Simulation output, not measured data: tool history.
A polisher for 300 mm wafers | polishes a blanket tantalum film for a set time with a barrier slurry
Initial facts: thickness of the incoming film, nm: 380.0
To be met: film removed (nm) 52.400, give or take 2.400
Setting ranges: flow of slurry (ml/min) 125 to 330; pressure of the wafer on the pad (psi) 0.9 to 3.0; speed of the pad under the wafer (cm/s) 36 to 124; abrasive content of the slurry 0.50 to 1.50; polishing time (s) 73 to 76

| run | hour | flow of slurry (ml/min) | pressure of the wafer on the pad (psi) | speed of the pad under the wafer (cm/s) | abrasive content of the slurry | polishing time (s) | film removed (nm) |
|---|---|---|---|---|---|---|---|
| 1 | 0.0 | 210 | 1.9 | 80 | 1.00 | 73 | 104.800 |
| 2 | 7.2 | 210 | 1.9 | 80 | 1.00 | 73 | 103.830 |
| 3 | 8.6 | 210 | 1.9 | 80 | 0.80 | 73 | 98.551 |
| 4 | 9.9 | 210 | 1.7 | 78 | 0.80 | 73 | 89.937 |
| 5 | 18.8 | 210 | 1.7 | 78 | 0.80 | 76 | 89.427 |
| 6 | 23.8 | 210 | 1.7 | 78 | 1.00 | 76 | 96.354 |
| 7 | 32.8 | 210 | 1.5 | 74 | 1.00 | 76 | 83.502 |
| 8 | 38.8 | 210 | 1.4 | 72 | 1.00 | 76 | 76.230 |
| 9 | 44.3 | 210 | 1.3 | 70 | 1.00 | 76 | 70.218 |

Below are 5 possible settings for the next run. Only one of them brings all results inside the allowed miss of their targets. Which is it?
| A | 49.8 | 225 | 1.5 | 84 | 1.00 | 76 | ? |
| B | 49.8 | 175 | 1.9 | 42 | 0.85 | 73 | ? |
| C | 49.8 | 200 | 1.4 | 80 | 1.10 | 76 | ? |
| D | 49.8 | 200 | 0.9 | 56 | 1.10 | 73 | ? |
| E | 49.8 | 215 | 1.4 | 62 | 0.95 | 73 | ? |

| move | film removed (nm) |
|---|---|
| A | 96.179 |
| B | 53.209 |
| C | 87.436 |
| D | 43.199 |
| E | 64.134 |
A: further off than the last run
B: all results land within tolerance of their targets
C: further off than the last run
D: carries the result that was furthest off beyond its target, to the other side
E: an improvement on the last run, though not all results are within tolerance
Move B is the one to make.
